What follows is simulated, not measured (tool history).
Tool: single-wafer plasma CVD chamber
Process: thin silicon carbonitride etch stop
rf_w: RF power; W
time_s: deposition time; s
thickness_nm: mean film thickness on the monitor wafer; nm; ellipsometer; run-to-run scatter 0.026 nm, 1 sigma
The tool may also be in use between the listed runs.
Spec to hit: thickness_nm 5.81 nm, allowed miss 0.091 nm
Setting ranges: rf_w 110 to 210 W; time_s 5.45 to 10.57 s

run 1 hour=0 | rf_w=160 time_s=8.01 | thickness_nm=4.7556
run 2 hour=2.1 | rf_w=180 time_s=8.01 | thickness_nm=4.9416
run 3 hour=9.9 | rf_w=185 time_s=8.24 | thickness_nm=5.1202
run 4 hour=17.6 | rf_w=190 time_s=8.42 | thickness_nm=5.2981
run 5 hour=20.7 | rf_w=195 time_s=8.54 | thickness_nm=5.4182
run 6 hour=25.4 | rf_w=200 time_s=8.64 | thickness_nm=5.5285
run 7 hour=28.2 | rf_w=200 time_s=8.71 | thickness_nm=5.5475
run 8 hour=31 | rf_w=200 time_s=8.78 | thickness_nm=5.6039
run 9 hour=36.6 | rf_w=200 time_s=8.83 | thickness_nm=5.6192
run 10 hour=41.3 | rf_w=200 time_s=8.87 | thickness_nm=5.6484

Exercise: of the 5 proposed moves below, exactly one satisfies all targets within the stated allowed misses. Which move is it?
run A hour=46 | rf_w=210 time_s=9.06 | thickness_nm=?
run B hour=46 | rf_w=210 time_s=8.78 | thickness_nm=?
run C hour=46 | rf_w=195 time_s=8.88 | thickness_nm=?
run D hour=46 | rf_w=205 time_s=8.66 | thickness_nm=?
run E hour=46 | rf_w=200 time_s=8.62 | thickness_nm=?

move=A thickness_nm=5.8812
move=B thickness_nm=5.6995
move=C thickness_nm=5.6434
move=D thickness_nm=5.5829
move=E thickness_nm=5.518
A: all results in spec
B: closes in on the targets versus the last run, not all within tolerance yet
C: roughly where the last run was
D: its largest miss is bigger than the last run's
E: its largest miss is bigger than the last run's
The right move is A.
